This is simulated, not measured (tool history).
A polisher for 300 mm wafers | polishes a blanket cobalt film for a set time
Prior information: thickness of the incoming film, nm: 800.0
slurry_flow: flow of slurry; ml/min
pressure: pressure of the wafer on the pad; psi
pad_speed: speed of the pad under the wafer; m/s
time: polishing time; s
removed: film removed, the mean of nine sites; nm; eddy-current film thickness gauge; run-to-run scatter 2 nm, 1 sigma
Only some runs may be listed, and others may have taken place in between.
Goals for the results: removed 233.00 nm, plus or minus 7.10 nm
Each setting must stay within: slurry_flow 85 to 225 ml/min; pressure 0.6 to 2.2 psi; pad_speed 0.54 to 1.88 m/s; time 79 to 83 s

Run 1, hour 0.0: slurry_flow 145 ml/min, pressure 1.4 psi, pad_speed 1.20 m/s, time 79 s. Result: removed 337.76 nm.
Run 2, hour 7.8: slurry_flow 145 ml/min, pressure 1.4 psi, pad_speed 1.46 m/s, time 79 s. Result: removed 418.71 nm.
Run 3, hour 10.9: slurry_flow 145 ml/min, pressure 1.4 psi, pad_speed 1.26 m/s, time 79 s. Result: removed 358.81 nm.
Run 4, hour 13.4: slurry_flow 145 ml/min, pressure 1.2 psi, pad_speed 1.26 m/s, time 79 s. Result: removed 305.76 nm.
Run 5, hour 17.3: slurry_flow 145 ml/min, pressure 1.2 psi, pad_speed 1.40 m/s, time 79 s. Result: removed 335.23 nm.
Run 6, hour 25.2: slurry_flow 140 ml/min, pressure 1.1 psi, pad_speed 1.40 m/s, time 79 s. Result: removed 311.86 nm.
Run 7, hour 28.2: slurry_flow 135 ml/min, pressure 1.0 psi, pad_speed 1.40 m/s, time 79 s. Result: removed 277.30 nm.
Run 8, hour 31.7: slurry_flow 125 ml/min, pressure 1.0 psi, pad_speed 1.40 m/s, time 79 s. Result: removed 276.02 nm.
Run 9, hour 36.6: slurry_flow 120 ml/min, pressure 1.0 psi, pad_speed 1.40 m/s, time 79 s. Result: removed 278.12 nm.
Run 10, hour 41.1: slurry_flow 115 ml/min, pressure 0.9 psi, pad_speed 1.40 m/s, time 79 s. Result: removed 246.97 nm.
Run 11, hour 49.5: slurry_flow 110 ml/min, pressure 0.9 psi, pad_speed 1.40 m/s, time 79 s. Result: removed 250.07 nm.
Run 12, hour 56.8: slurry_flow 105 ml/min, pressure 0.9 psi, pad_speed 1.40 m/s, time 79 s. Result: removed 243.47 nm.

Below are 5 possible settings for the next run. Only one of them brings all results inside the allowed miss of their targets. Which is it?
Run A, hour 64.1: slurry_flow 140 ml/min, pressure 1.1 psi, pad_speed 1.12 m/s, time 79 s. Result: removed ?.
Run B, hour 64.1: slurry_flow 125 ml/min, pressure 1.0 psi, pad_speed 1.20 m/s, time 83 s. Result: removed ?.
Run C, hour 64.1: slurry_flow 140 ml/min, pressure 0.7 psi, pad_speed 1.74 m/s, time 81 s. Result: removed ?.
Run D, hour 64.1: slurry_flow 100 ml/min, pressure 0.9 psi, pad_speed 1.38 m/s, time 83 s. Result: removed ?.
Run E, hour 64.1: slurry_flow 100 ml/min, pressure 1.0 psi, pad_speed 1.14 m/s, time 83 s. Result: removed ?.

move  removed
   A   250.70
   B   253.46
   C   256.66
   D   255.28
   E   234.53
A: lands further from the targets than the last run did
B: lands further from the targets than the last run did
C: lands further from the targets than the last run did
D: lands further from the targets than the last run did
E: meets every target
E meets every target.
